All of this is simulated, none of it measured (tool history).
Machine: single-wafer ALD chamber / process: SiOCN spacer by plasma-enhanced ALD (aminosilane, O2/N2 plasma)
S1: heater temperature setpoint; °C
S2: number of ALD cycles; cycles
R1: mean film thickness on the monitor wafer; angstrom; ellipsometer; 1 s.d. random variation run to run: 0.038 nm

Run 1, hour 0.0: S1 395 °C, S2 96 cycles. Result: R1 56.830 angstrom.
Run 2, hour 6.2: S1 395 °C, S2 98 cycles. Result: R1 57.395 angstrom.
Run 3, hour 9.4: S1 395 °C, S2 107 cycles. Result: R1 62.931 angstrom.
Run 4, hour 17.5: S1 401 °C, S2 107 cycles. Result: R1 63.199 angstrom.
Run 5, hour 21.6: S1 401 °C, S2 108 cycles. Result: R1 64.514 angstrom.
Run 6, hour 22.6: S1 401 °C, S2 120 cycles. Result: R1 71.254 angstrom.

The next listed run, before its measurement:
Run 7, hour 30.4: S1 401 °C, S2 119 cycles. Result: R1 ?.

{"run 7": {"R1": 70.281}}

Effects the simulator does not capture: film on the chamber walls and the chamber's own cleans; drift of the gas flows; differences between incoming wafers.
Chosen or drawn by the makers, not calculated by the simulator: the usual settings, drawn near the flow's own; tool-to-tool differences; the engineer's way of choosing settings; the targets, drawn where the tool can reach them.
